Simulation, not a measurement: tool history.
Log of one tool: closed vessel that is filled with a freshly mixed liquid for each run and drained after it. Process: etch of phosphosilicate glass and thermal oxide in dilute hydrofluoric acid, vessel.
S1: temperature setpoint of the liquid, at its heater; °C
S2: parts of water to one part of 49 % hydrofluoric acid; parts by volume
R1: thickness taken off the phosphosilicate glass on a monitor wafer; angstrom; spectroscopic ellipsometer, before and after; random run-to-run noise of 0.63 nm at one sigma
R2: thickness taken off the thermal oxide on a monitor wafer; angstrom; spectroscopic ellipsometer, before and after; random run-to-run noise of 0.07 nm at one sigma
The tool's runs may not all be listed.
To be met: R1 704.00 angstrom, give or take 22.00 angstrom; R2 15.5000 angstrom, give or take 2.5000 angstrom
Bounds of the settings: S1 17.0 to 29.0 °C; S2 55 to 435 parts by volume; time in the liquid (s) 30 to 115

{"run": 1, "day": 0.0, "S1": 21.0, "S2": 245, "time in the liquid (s)": 60, "R1": 376.72, "R2": 7.6223}
{"run": 2, "day": 0.367, "S1": 22.5, "S2": 225, "time in the liquid (s)": 60, "R1": 429.15, "R2": 10.542}
{"run": 3, "day": 0.517, "S1": 22.5, "S2": 225, "time in the liquid (s)": 70, "R1": 498.23, "R2": 10.241}
{"run": 4, "day": 0.688, "S1": 22.5, "S2": 290, "time in the liquid (s)": 70, "R1": 373.04, "R2": 8.4869}
{"run": 5, "day": 0.879, "S1": 22.5, "S2": 250, "time in the liquid (s)": 70, "R1": 447.7, "R2": 9.6834}
{"run": 6, "day": 1.158, "S1": 23.0, "S2": 230, "time in the liquid (s)": 70, "R1": 505.14, "R2": 11.048}
{"run": 7, "day": 1.392, "S1": 23.5, "S2": 215, "time in the liquid (s)": 70, "R1": 553.58, "R2": 12.454}
{"run": 8, "day": 1.733, "S1": 23.5, "S2": 205, "time in the liquid (s)": 70, "R1": 598.54, "R2": 13.257}
{"run": 9, "day": 1.883, "S1": 23.5, "S2": 200, "time in the liquid (s)": 70, "R1": 602.26, "R2": 13.662}
{"run": 10, "day": 2.046, "S1": 23.5, "S2": 195, "time in the liquid (s)": 70, "R1": 639.21, "R2": 14.085}
{"run": 11, "day": 2.179, "S1": 23.5, "S2": 190, "time in the liquid (s)": 70, "R1": 638.53, "R2": 14.151}
{"run": 12, "day": 2.221, "S1": 23.5, "S2": 185, "time in the liquid (s)": 70, "R1": 670.47, "R2": 14.913}

Which of these 5 next moves meets every target?
{"run": "A", "day": 2.262, "S1": 24.0, "S2": 160, "time in the liquid (s)": 60, "R1": "?", "R2": "?"}
{"run": "B", "day": 2.262, "S1": 26.5, "S2": 185, "time in the liquid (s)": 60, "R1": "?", "R2": "?"}
{"run": "C", "day": 2.262, "S1": 25.0, "S2": 220, "time in the liquid (s)": 75, "R1": "?", "R2": "?"}
{"run": "D", "day": 2.262, "S1": 19.0, "S2": 155, "time in the liquid (s)": 65, "R1": "?", "R2": "?"}
{"run": "E", "day": 2.262, "S1": 29.0, "S2": 235, "time in the liquid (s)": 75, "R1": "?", "R2": "?"}

move=A R1=701.15 R2=16.3810
move=B R1=646.67 R2=15.1080
move=C R1=619.16 R2=14.4660
move=D R1=648.57 R2=15.1530
move=E R1=655.88 R2=15.3230
A: all results in spec
B: further off than the last run
C: further off than the last run
D: further off than the last run
E: further off than the last run
Answer: A
